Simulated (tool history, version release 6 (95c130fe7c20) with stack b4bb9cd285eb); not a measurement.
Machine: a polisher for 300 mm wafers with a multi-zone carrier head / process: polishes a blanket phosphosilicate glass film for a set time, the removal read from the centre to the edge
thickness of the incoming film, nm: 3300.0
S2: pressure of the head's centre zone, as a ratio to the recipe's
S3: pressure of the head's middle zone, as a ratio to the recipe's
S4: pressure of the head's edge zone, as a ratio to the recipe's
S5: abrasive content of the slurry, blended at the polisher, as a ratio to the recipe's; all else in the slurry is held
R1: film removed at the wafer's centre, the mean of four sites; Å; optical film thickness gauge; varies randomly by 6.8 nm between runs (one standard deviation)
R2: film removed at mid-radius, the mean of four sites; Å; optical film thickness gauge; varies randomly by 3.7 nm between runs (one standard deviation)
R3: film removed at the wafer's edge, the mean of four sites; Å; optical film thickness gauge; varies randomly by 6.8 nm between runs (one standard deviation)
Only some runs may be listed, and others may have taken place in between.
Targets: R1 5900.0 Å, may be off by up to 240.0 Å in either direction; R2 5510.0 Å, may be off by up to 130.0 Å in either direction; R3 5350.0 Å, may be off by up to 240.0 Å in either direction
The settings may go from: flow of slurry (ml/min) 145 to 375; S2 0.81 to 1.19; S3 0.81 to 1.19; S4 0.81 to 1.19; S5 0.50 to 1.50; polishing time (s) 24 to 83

Run 1, hour 0.0: flow of slurry (ml/min) 240, S2 1.00, S3 1.00, S4 1.00, S5 1.00, polishing time (s) 53. Result: R1 4553.1 Å, R2 4675.1 Å, R3 4518.3 Å.
Run 2, hour 3.4: flow of slurry (ml/min) 240, S2 1.06, S3 1.00, S4 1.00, S5 1.00, polishing time (s) 53. Result: R1 4739.0 Å, R2 4625.6 Å, R3 4491.4 Å.
Run 3, hour 6.9: flow of slurry (ml/min) 295, S2 1.06, S3 1.00, S4 1.00, S5 1.00, polishing time (s) 53. Result: R1 4936.7 Å, R2 4905.0 Å, R3 4720.6 Å.
Run 4, hour 13.4: flow of slurry (ml/min) 295, S2 1.06, S3 1.00, S4 1.00, S5 1.00, polishing time (s) 65. Result: R1 6088.3 Å, R2 5968.0 Å, R3 5779.0 Å.
Run 5, hour 22.1: flow of slurry (ml/min) 320, S2 1.06, S3 1.00, S4 1.00, S5 1.00, polishing time (s) 65. Result: R1 6230.6 Å, R2 5993.1 Å, R3 5798.7 Å.
Run 6, hour 25.9: flow of slurry (ml/min) 315, S2 1.06, S3 1.00, S4 0.99, S5 1.00, polishing time (s) 65. Result: R1 6041.2 Å, R2 5989.6 Å, R3 5828.5 Å.
Run 7, hour 32.5: flow of slurry (ml/min) 310, S2 1.07, S3 1.00, S4 0.98, S5 1.00, polishing time (s) 65. Result: R1 6214.4 Å, R2 6001.7 Å, R3 5715.9 Å.
Run 8, hour 36.6: flow of slurry (ml/min) 305, S2 1.07, S3 1.00, S4 0.98, S5 1.00, polishing time (s) 65. Result: R1 6179.3 Å, R2 6017.1 Å, R3 5752.6 Å.
Run 9, hour 40.4: flow of slurry (ml/min) 300, S2 1.07, S3 1.00, S4 0.98, S5 1.00, polishing time (s) 65. Result: R1 6112.3 Å, R2 5974.2 Å, R3 5548.7 Å.
Run 10, hour 46.3: flow of slurry (ml/min) 295, S2 1.07, S3 0.99, S4 0.98, S5 1.00, polishing time (s) 65. Result: R1 6124.3 Å, R2 5869.7 Å, R3 5673.6 Å.
Run 11, hour 47.3: flow of slurry (ml/min) 290, S2 1.07, S3 0.99, S4 0.98, S5 1.00, polishing time (s) 65. Result: R1 6169.8 Å, R2 5866.5 Å, R3 5503.1 Å.
Run 12, hour 56.3: flow of slurry (ml/min) 285, S2 1.07, S3 0.99, S4 0.98, S5 1.00, polishing time (s) 65. Result: R1 6062.8 Å, R2 5815.5 Å, R3 5735.4 Å.
Run 13, hour 60.5: flow of slurry (ml/min) 285, S2 1.07, S3 0.99, S4 0.98, S5 1.00, polishing time (s) 65. Result: R1 6119.3 Å, R2 5843.3 Å, R3 5613.8 Å.
Run 14, hour 62.4: flow of slurry (ml/min) 280, S2 1.07, S3 0.99, S4 0.98, S5 1.00, polishing time (s) 65. Result: R1 6240.0 Å, R2 5907.7 Å, R3 5661.4 Å.

4 candidate next runs follow, results not yet known. Just one meets every target within its allowed miss. Identify it.
Run A, hour 64.3: flow of slurry (ml/min) 295, S2 1.07, S3 0.91, S4 0.96, S5 1.00, polishing time (s) 62. Result: R1 ?, R2 ?, R3 ?.
Run B, hour 64.3: flow of slurry (ml/min) 275, S2 1.18, S3 0.89, S4 0.91, S5 0.90, polishing time (s) 68. Result: R1 ?, R2 ?, R3 ?.
Run C, hour 64.3: flow of slurry (ml/min) 205, S2 1.14, S3 1.01, S4 1.01, S5 0.95, polishing time (s) 66. Result: R1 ?, R2 ?, R3 ?.
Run D, hour 64.3: flow of slurry (ml/min) 300, S2 1.18, S3 0.90, S4 0.81, S5 0.80, polishing time (s) 70. Result: R1 ?, R2 ?, R3 ?.

move      R1      R2      R3
   A  5811.5  5200.2  5386.9
   B  6552.2  5220.6  5431.8
   C  5948.6  5489.8  5398.3
   D  6379.2  5121.9  5069.7
A: carries the result that was furthest off beyond its target, to the other side
B: carries the result that was furthest off beyond its target, to the other side
C: hits every target within its allowed miss
D: carries the result that was furthest off beyond its target, to the other side
So the answer is move C, the one that meets all the targets.

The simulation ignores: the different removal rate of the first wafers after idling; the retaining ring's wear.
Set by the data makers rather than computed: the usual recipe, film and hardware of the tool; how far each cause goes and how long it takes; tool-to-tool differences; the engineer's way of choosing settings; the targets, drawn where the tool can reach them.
